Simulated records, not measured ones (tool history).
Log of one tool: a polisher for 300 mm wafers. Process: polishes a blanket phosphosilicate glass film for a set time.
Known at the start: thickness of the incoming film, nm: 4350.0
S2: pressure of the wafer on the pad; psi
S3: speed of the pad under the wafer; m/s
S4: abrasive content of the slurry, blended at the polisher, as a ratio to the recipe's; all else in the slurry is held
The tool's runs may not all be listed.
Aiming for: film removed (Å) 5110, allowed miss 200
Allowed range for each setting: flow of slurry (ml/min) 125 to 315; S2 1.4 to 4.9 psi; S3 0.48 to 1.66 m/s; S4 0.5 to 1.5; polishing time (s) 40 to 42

run 1 hour=0 | flow_of_slurry_(ml/min)=205 S2=3.1 S3=1.06 S4=1 polishing_time_(s)=40 | film_removed_(Å)=3958.7
run 2 hour=6.6 | flow_of_slurry_(ml/min)=205 S2=3.2 S3=1.06 S4=1 polishing_time_(s)=40 | film_removed_(Å)=4096
run 3 hour=9.5 | flow_of_slurry_(ml/min)=205 S2=3.3 S3=1.06 S4=1 polishing_time_(s)=40 | film_removed_(Å)=4139.9
run 4 hour=17.3 | flow_of_slurry_(ml/min)=205 S2=2.5 S3=1.06 S4=1 polishing_time_(s)=40 | film_removed_(Å)=3220.7
run 5 hour=23 | flow_of_slurry_(ml/min)=205 S2=2.7 S3=1.06 S4=1 polishing_time_(s)=40 | film_removed_(Å)=3479
run 6 hour=25.6 | flow_of_slurry_(ml/min)=205 S2=2.9 S3=1.06 S4=1 polishing_time_(s)=40 | film_removed_(Å)=3696.1
run 7 hour=29.7 | flow_of_slurry_(ml/min)=205 S2=3.1 S3=1.06 S4=1 polishing_time_(s)=40 | film_removed_(Å)=3989.5
run 8 hour=35.6 | flow_of_slurry_(ml/min)=205 S2=3.2 S3=1.06 S4=1 polishing_time_(s)=40 | film_removed_(Å)=4048
run 9 hour=36.4 | flow_of_slurry_(ml/min)=205 S2=3.3 S3=1.06 S4=1 polishing_time_(s)=40 | film_removed_(Å)=4171

Which of these 5 next moves meets every target?
run A hour=37.2 | flow_of_slurry_(ml/min)=185 S2=4.2 S3=1.06 S4=1.05 polishing_time_(s)=42 | film_removed_(Å)=?
run B hour=37.2 | flow_of_slurry_(ml/min)=200 S2=3.2 S3=0.98 S4=1 polishing_time_(s)=40 | film_removed_(Å)=?
run C hour=37.2 | flow_of_slurry_(ml/min)=175 S2=3.7 S3=1.08 S4=1.1 polishing_time_(s)=41 | film_removed_(Å)=?
run D hour=37.2 | flow_of_slurry_(ml/min)=245 S2=2.7 S3=1.12 S4=1.4 polishing_time_(s)=40 | film_removed_(Å)=?
run E hour=37.2 | flow_of_slurry_(ml/min)=205 S2=3.3 S3=0.66 S4=1.05 polishing_time_(s)=40 | film_removed_(Å)=?

move=A film_removed_(Å)=5636.7
move=B film_removed_(Å)=3790.5
move=C film_removed_(Å)=5033.3
move=D film_removed_(Å)=4429.8
move=E film_removed_(Å)=2950.4
A: pushes the last run's worst result past its target
B: lands further from the targets than the last run did
C: every result lands within tolerance
D: nearer than the last run, and not there yet
E: lands further from the targets than the last run did
The right move is C.

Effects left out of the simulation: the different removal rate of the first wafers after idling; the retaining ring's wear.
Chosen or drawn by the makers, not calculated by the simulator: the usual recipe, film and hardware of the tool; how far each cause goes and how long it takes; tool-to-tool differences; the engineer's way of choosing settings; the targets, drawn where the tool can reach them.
